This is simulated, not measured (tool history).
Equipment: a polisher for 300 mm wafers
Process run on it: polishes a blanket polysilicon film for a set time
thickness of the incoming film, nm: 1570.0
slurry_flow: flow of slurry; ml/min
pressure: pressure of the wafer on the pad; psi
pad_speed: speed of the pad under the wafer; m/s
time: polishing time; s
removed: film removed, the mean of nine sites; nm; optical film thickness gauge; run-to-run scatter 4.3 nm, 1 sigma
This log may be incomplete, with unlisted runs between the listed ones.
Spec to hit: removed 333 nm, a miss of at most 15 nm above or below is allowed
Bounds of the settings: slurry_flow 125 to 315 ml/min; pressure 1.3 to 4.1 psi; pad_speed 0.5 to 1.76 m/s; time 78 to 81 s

| run | hour | slurry_flow | pressure | pad_speed | time | removed |
|---|---|---|---|---|---|---|
| 1 | 0 | 205 | 2.7 | 1.12 | 78 | 592.36 |
| 2 | 7.1 | 205 | 2.5 | 1.1 | 78 | 556 |
| 3 | 9.7 | 160 | 2.5 | 1.1 | 78 | 535.77 |
| 4 | 18.1 | 185 | 2.5 | 1.1 | 78 | 548.18 |
| 5 | 23.8 | 185 | 2.3 | 1.08 | 78 | 509.43 |
| 6 | 32.2 | 185 | 2.7 | 1.08 | 78 | 581.09 |
| 7 | 34.8 | 185 | 2.5 | 1.06 | 78 | 535.69 |
| 8 | 43.5 | 185 | 2.3 | 1.04 | 78 | 508.32 |
| 9 | 49.5 | 180 | 1.6 | 0.82 | 78 | 307.37 |
| 10 | 58.3 | 180 | 1.7 | 0.82 | 78 | 317.32 |

Which single option among these 4 for the next run brings every result within its allowed miss of target? Just one does.
| A | 67.1 | 170 | 2 | 0.72 | 78 | ? |
| B | 67.1 | 155 | 1.5 | 0.8 | 78 | ? |
| C | 67.1 | 190 | 2 | 0.76 | 78 | ? |
| D | 67.1 | 180 | 1.7 | 0.76 | 78 | ? |

| move | removed |
|---|---|
| A | 308.22 |
| B | 276.39 |
| C | 330.6 |
| D | 293.31 |
A: its largest miss is bigger than the last run's
B: its largest miss is bigger than the last run's
C: every result lands within tolerance
D: its largest miss is bigger than the last run's
C is the move that brings every result within its allowed miss.
